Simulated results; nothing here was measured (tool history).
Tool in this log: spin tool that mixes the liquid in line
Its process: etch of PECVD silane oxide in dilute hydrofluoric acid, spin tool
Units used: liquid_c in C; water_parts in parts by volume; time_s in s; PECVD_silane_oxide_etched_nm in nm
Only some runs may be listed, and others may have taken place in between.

{"run": 1, "day": 0.0, "liquid_c": 25.0, "water_parts": 210, "time_s": 300, "PECVD_silane_oxide_etched_nm": 24.433}
{"run": 2, "day": 0.05, "liquid_c": 25.0, "water_parts": 280, "time_s": 300, "PECVD_silane_oxide_etched_nm": 17.093}
{"run": 3, "day": 0.271, "liquid_c": 23.0, "water_parts": 280, "time_s": 300, "PECVD_silane_oxide_etched_nm": 15.698}
{"run": 4, "day": 0.596, "liquid_c": 20.0, "water_parts": 280, "time_s": 300, "PECVD_silane_oxide_etched_nm": 14.432}
{"run": 5, "day": 0.738, "liquid_c": 18.0, "water_parts": 280, "time_s": 300, "PECVD_silane_oxide_etched_nm": 13.286}
{"run": 6, "day": 1.046, "liquid_c": 20.0, "water_parts": 255, "time_s": 300, "PECVD_silane_oxide_etched_nm": 16.037}
{"run": 7, "day": 1.267, "liquid_c": 21.5, "water_parts": 230, "time_s": 300, "PECVD_silane_oxide_etched_nm": 19.186}
{"day": 1.412, "done": "hydrofluoric acid flow meter replaced"}
{"run": 8, "day": 1.412, "liquid_c": 25.5, "water_parts": 145, "time_s": 300, "PECVD_silane_oxide_etched_nm": 45.376}
{"run": 9, "day": 1.6, "liquid_c": 25.5, "water_parts": 145, "time_s": 300, "PECVD_silane_oxide_etched_nm": 45.319}

What does the tool deliver on the next run?
{"run": 10, "day": 1.688, "liquid_c": 26.5, "water_parts": 145, "time_s": 300, "PECVD_silane_oxide_etched_nm": "?"}

Run 10 produced PECVD_silane_oxide_etched_nm 47.727 nm.
